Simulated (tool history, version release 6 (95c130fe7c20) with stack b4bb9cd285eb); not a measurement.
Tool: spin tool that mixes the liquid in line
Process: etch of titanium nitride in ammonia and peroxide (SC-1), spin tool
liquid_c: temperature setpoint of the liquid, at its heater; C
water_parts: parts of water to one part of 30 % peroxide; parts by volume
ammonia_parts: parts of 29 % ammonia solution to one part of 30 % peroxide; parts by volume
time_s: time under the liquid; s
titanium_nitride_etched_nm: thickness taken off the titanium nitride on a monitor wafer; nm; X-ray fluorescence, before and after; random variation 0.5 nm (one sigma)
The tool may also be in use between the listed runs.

run  hour  liquid_c  water_parts  ammonia_parts  time_s  titanium_nitride_etched_nm
  1     0        62           26           0.45     155                      24.093
  2   3.3        62         34.5           0.45     155                      20.809
  3  10.7        64         27.5           0.45     155                      26.786
  4  11.3        64         27.5            0.6     155                      28.012
  5  13.1        64         27.5            0.5     155                      27.089
  6  17.6        64           35            0.5     155                      23.748
  7  22.1        70         24.5           0.55     155                      43.344
  8  24.6        70         20.5           0.55     155                      47.858

Run 9 comes next. What will it give?
  9  31.6        70           18           0.55     155                           ?

Run 9 gave titanium_nitride_etched_nm 51.188 nm.
